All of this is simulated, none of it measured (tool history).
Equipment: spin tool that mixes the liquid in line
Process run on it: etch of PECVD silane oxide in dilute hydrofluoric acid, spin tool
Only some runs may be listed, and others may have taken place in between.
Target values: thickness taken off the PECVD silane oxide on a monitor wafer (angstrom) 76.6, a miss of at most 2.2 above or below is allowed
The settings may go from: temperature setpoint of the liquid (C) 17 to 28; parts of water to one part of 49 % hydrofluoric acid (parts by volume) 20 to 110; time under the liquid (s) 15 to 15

run  hour  temperature setpoint of the liquid (C)  parts of water to one part of 49 % hydrofluoric acid (parts by volume)  time under the liquid (s)  thickness taken off the PECVD silane oxide on a monitor wafer (angstrom)
  1     0                                      20                                                                      60                         15                                                                    37.881
  2   2.2                                      21                                                                      60                         15                                                                    39.544
  3   4.3                                      21                                                                      60                         15                                                                    39.458
  4   5.4                                    21.5                                                                      60                         15                                                                    39.595
  5  12.9                                    24.5                                                                      60                         15                                                                    45.416
  6  17.8                                    24.5                                                                      45                         15                                                                    62.131
  7    21                                      25                                                                      45                         15                                                                    63.617
  8  23.5                                    25.5                                                                      45                         15                                                                    64.302
  9  31.6                                      26                                                                      45                         15                                                                    65.715

Which of these 4 next moves meets every target?
  A  39.7                                    24.5                                                                      35                         15                                                                         ?
  B  39.7                                      23                                                                      35                         15                                                                         ?
  C  39.7                                    25.5                                                                      40                         15                                                                         ?
  D  39.7                                      25                                                                      40                         15                                                                         ?

move  thickness taken off the PECVD silane oxide on a monitor wafer (angstrom)
   A                                                                    80.487
   B                                                                    75.602
   C                                                                    72.889
   D                                                                    71.407
A: carries the result that was furthest off beyond its target, to the other side
B: all results in spec
C: gains on the last run, yet a result remains outside its allowed miss
D: gains on the last run, yet a result remains outside its allowed miss
Move B is the one to make.
